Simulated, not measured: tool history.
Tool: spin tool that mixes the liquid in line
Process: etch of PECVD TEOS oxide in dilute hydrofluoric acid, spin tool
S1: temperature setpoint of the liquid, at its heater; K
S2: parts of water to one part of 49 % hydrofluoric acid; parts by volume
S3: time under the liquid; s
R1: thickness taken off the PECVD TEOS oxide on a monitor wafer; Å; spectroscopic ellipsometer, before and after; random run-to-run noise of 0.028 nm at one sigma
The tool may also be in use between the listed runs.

Run 1, hour 0.0: S1 298.15 K, S2 100 parts by volume, S3 15 s. Result: R1 43.237 Å.
Run 2, hour 6.5: S1 298.15 K, S2 80 parts by volume, S3 15 s. Result: R1 55.254 Å.
Run 3, hour 8.4: S1 297.15 K, S2 80 parts by volume, S3 15 s. Result: R1 53.741 Å.
Run 4, hour 11.6: S1 295.15 K, S2 80 parts by volume, S3 15 s. Result: R1 49.231 Å.
Run 5, hour 16.1: S1 294.65 K, S2 80 parts by volume, S3 15 s. Result: R1 48.363 Å.
Run 6, hour 20.4: S1 294.65 K, S2 80 parts by volume, S3 15 s. Result: R1 48.897 Å.

Predict the results of run 7:
Run 7, hour 26.8: S1 294.15 K, S2 80 parts by volume, S3 15 s. Result: R1 ?.

{"run 7": {"R1": 47.271}}

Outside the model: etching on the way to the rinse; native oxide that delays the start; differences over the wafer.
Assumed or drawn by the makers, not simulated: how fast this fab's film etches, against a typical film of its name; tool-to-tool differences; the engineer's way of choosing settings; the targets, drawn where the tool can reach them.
